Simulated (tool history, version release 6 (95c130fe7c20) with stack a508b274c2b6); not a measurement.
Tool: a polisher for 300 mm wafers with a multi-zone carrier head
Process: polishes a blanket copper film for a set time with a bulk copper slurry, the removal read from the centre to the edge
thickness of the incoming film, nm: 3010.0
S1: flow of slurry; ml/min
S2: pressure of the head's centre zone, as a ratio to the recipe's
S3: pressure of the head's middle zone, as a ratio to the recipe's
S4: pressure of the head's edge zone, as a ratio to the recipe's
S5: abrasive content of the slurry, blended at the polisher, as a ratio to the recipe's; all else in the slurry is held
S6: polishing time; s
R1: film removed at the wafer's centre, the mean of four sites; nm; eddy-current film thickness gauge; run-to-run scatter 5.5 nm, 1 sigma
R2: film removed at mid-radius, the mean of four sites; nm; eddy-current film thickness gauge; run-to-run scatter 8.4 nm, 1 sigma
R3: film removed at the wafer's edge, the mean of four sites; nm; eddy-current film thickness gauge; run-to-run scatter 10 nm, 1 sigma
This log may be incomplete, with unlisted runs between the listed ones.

| run | day | S1 | S2 | S3 | S4 | S5 | S6 | R1 | R2 | R3 |
|---|---|---|---|---|---|---|---|---|---|---|
| 1 | 0 | 285 | 1 | 1 | 1 | 1 | 74 | 855.72 | 826.69 | 883.03 |
| 2 | 0.254 | 285 | 1 | 1 | 1.04 | 1 | 74 | 864.32 | 833.55 | 895.23 |
| 3 | 0.512 | 285 | 1 | 1 | 1.13 | 1 | 74 | 860.09 | 811.28 | 936.06 |
| 4 | 0.708 | 285 | 1 | 1 | 1.13 | 1.15 | 74 | 872.66 | 831.9 | 953.31 |
| 5 | 0.796 | 285 | 1 | 1 | 1.06 | 1.15 | 74 | 865.07 | 840.54 | 900.79 |
| 6 | 1.075 | 285 | 1 | 0.95 | 1.06 | 1.15 | 74 | 873.49 | 806.21 | 917.83 |
| 7 | 1.412 | 295 | 1 | 0.98 | 1.08 | 1.2 | 74 | 890.77 | 836.11 | 943.49 |
| 8 | 1.567 | 305 | 0.99 | 1 | 1.08 | 1.2 | 74 | 870.04 | 852.02 | 926.04 |
| 9 | 1.904 | 305 | 0.99 | 1.02 | 1.09 | 1.25 | 75 | 903.91 | 883.96 | 948.31 |

Forecast run 10:
| 10 | 2.142 | 360 | 0.92 | 1.12 | 1.19 | 1.3 | 76 | ? | ? | ? |

R1: 861.04 nm
R2: 977.87 nm
R3: 1038.5 nm

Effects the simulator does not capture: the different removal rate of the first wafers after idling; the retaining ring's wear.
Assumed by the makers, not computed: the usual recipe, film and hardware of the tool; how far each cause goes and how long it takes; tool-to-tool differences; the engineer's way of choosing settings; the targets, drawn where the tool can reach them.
